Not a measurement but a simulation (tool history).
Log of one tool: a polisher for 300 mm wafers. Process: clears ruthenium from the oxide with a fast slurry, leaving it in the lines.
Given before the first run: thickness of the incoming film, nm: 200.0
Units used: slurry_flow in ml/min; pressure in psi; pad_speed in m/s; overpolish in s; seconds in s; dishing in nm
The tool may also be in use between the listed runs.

Run 1, hour 0.0: slurry_flow 190 ml/min, pressure 2.7 psi, pad_speed 0.96 m/s, slurry_solids 1.0, overpolish 23 s. Result: seconds 51.606 s, dishing 63.745 nm.
Run 2, hour 6.5: slurry_flow 190 ml/min, pressure 2.7 psi, pad_speed 1.18 m/s, slurry_solids 1.0, overpolish 23 s. Result: seconds 43.702 s, dishing 73.716 nm.
Run 3, hour 9.5: slurry_flow 195 ml/min, pressure 3.1 psi, pad_speed 1.22 m/s, slurry_solids 1.0, overpolish 22 s. Result: seconds 37.919 s, dishing 77.923 nm.
Run 4, hour 11.9: slurry_flow 195 ml/min, pressure 3.4 psi, pad_speed 1.30 m/s, slurry_solids 1.0, overpolish 22 s. Result: seconds 32.572 s, dishing 86.867 nm.
Run 5, hour 17.4: slurry_flow 195 ml/min, pressure 3.6 psi, pad_speed 1.36 m/s, slurry_solids 1.0, overpolish 22 s. Result: seconds 29.354 s, dishing 91.608 nm.
Run 6, hour 21.4: slurry_flow 195 ml/min, pressure 3.8 psi, pad_speed 1.40 m/s, slurry_solids 1.0, overpolish 22 s. Result: seconds 27.277 s, dishing 95.310 nm.

Expected results for the next run?
Run 7, hour 29.5: slurry_flow 200 ml/min, pressure 3.9 psi, pad_speed 1.44 m/s, slurry_solids 1.0, overpolish 22 s. Result: seconds ?, dishing ?.

seconds: 26.507 s
dishing: 98.166 nm

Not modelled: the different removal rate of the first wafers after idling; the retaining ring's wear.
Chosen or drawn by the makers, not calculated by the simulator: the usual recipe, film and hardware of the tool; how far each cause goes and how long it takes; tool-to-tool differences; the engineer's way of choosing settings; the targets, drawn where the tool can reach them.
